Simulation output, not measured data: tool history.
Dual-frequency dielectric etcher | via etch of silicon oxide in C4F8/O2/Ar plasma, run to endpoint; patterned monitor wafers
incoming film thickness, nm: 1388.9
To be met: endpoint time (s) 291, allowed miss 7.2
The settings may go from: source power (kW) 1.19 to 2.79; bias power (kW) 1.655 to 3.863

run	hour	source power (kW)	bias power (kW)	endpoint time (s)
1	0	1.99	2.759	237.36
2	5.5	1.99	3.229	226.13
3	7.3	1.87	3.229	232.75
4	15.4	1.87	3.475	224.38
5	23.4	1.66	3.475	239.71
6	25.3	1.56	3.357	249.04
7	29	1.48	3.255	259.88
8	34.1	1.42	3.207	268.38
9	35.3	1.19	2.976	303.02
10	36.1	1.33	3.003	280.98

Which of these 4 next moves meets every target?
A	36.9	1.19	2.602	?
B	36.9	1.38	2.542	?
C	36.9	1.29	3.399	?
D	36.9	1.19	2.714	?

move	endpoint time (s)
A	315.27
B	294.08
C	274
D	310.47
A: takes the result that was furthest off past its target
B: meets every target
C: further off than the last run
D: takes the result that was furthest off past its target
Answer: B

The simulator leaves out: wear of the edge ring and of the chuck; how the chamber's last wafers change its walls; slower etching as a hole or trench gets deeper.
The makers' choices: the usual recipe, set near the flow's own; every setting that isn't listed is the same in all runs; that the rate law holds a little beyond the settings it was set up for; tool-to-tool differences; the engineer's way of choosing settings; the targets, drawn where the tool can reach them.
